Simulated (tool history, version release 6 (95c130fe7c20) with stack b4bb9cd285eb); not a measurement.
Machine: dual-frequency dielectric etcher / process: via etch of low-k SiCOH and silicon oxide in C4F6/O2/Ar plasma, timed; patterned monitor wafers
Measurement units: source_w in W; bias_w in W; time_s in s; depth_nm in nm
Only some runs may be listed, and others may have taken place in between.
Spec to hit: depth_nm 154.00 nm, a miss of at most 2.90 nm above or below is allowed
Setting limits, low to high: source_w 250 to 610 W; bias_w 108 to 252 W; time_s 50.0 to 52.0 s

run  hour  source_w  bias_w  time_s  depth_nm
  1   0.0       430     180    50.0    139.78
  2   6.6       450     181    50.0    142.46
  3  15.0       460     182    50.0    145.47
  4  16.4       470     182    50.0    145.56
  5  23.9       470     168    50.0    142.60
  6  28.6       480     169    50.0    143.40
  7  35.5       490     170    50.0    144.65
  8  40.5       500     171    50.0    147.07
  9  42.3       510     172    50.0    148.96
 10  45.9       520     172    50.0    149.63

Pick the move, out of 5, that brings all results within their allowed miss; only one does.
  A  49.5       500     168    50.5         ?
  B  49.5       520     178    50.5         ?
  C  49.5       460     158    52.0         ?
  D  49.5       500     166    50.0         ?
  E  49.5       570     122    52.0         ?

move  depth_nm
   A    147.70
   B    153.49
   C    143.08
   D    145.63
   E    145.29
A: its largest miss is bigger than the last run's
B: each result inside its tolerance
C: its largest miss is bigger than the last run's
D: its largest miss is bigger than the last run's
E: its largest miss is bigger than the last run's
Answer: B

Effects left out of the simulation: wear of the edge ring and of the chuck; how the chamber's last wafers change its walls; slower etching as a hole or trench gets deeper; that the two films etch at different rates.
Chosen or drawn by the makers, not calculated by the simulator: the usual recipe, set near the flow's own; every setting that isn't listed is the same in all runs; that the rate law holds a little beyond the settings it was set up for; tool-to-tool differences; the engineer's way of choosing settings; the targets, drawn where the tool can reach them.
